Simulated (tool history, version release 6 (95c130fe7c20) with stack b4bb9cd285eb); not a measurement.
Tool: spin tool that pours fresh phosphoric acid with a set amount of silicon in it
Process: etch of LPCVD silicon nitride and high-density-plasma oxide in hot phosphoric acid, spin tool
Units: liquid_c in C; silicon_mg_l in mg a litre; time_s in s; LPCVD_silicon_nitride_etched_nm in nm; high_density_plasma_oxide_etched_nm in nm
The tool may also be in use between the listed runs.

| run | hour | liquid_c | silicon_mg_l | time_s | LPCVD_silicon_nitride_etched_nm | high_density_plasma_oxide_etched_nm |
|---|---|---|---|---|---|---|
| 1 | 0 | 161 | 10.5 | 180 | 17.822 | 0.54329 |
| 2 | 7 | 160 | 9.5 | 175 | 16.7 | 0.48559 |
| 3 | 15.1 | 158.5 | 9.5 | 175 | 16.053 | 0.46546 |
| 4 | 23.8 | 160.5 | 9.5 | 175 | 17.051 | 0.49459 |
| 5 | 32.8 | 159.5 | 8.5 | 170 | 15.901 | 0.4724 |
| 6 | 41.3 | 158 | 8.5 | 170 | 15.259 | 0.40537 |

Run 7 comes next. What will it give?
| 7 | 42.5 | 158 | 8.5 | 170 | ? | ? |

{"run 7": {"LPCVD_silicon_nitride_etched_nm": 15.254, "high_density_plasma_oxide_etched_nm": 0.41672}}
